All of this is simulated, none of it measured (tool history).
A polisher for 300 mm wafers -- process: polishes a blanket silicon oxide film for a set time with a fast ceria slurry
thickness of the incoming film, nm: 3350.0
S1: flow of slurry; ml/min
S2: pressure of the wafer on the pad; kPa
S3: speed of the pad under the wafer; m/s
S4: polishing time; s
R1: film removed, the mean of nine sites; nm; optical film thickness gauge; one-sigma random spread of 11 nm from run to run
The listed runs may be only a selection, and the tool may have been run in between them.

run 1 hour=0 | S1=285 S2=16.5 S3=1.16 S4=84 | R1=1300.1
run 2 hour=1.7 | S1=285 S2=16.5 S3=1.32 S4=84 | R1=1488.4
run 3 hour=8.8 | S1=285 S2=16.5 S3=1.32 S4=88 | R1=1549.5
run 4 hour=9.5 | S1=240 S2=16.5 S3=1.32 S4=88 | R1=1508.2
run 5 hour=14.1 | S1=180 S2=16.5 S3=1.32 S4=88 | R1=1455.5
run 6 hour=22.4 | S1=180 S2=16.5 S3=1.48 S4=88 | R1=1619.5

Run 7, settings as shown, results not yet in. Your forecast:
run 7 hour=23.3 | S1=180 S2=13.8 S3=1.46 S4=88 | R1=?

Run 7 produced R1 1332.8 nm.
